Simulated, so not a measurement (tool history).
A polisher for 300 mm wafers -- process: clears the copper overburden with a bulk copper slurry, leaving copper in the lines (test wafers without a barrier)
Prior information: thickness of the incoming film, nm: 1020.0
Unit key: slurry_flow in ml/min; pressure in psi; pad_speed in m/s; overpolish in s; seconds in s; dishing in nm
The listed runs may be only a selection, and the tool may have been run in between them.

run  hour  slurry_flow  pressure  pad_speed  slurry_solids  overpolish  seconds  dishing
  1     0          310       3.3       1.34              1           9   81.663   74.316
  2   5.5          310       3.4       1.34              1          10    77.02   82.801
  3   6.5          310       3.4       1.34              1          11   77.583    90.11
  4  11.5          310       3.4       1.34           0.85          11    79.38   85.863
  5  15.8          310         3       1.34           0.85          11   87.744   77.692
  6  19.4          310         3       1.34           0.85          13   89.332    88.05
  7  26.2          310       3.1       1.34           0.85          13    88.02    92.26

Forecast run 8:
  8  34.6          310       3.2       1.34           0.85          13        ?        ?

Run 8 yielded seconds 85.342 s, dishing 93.047 nm.

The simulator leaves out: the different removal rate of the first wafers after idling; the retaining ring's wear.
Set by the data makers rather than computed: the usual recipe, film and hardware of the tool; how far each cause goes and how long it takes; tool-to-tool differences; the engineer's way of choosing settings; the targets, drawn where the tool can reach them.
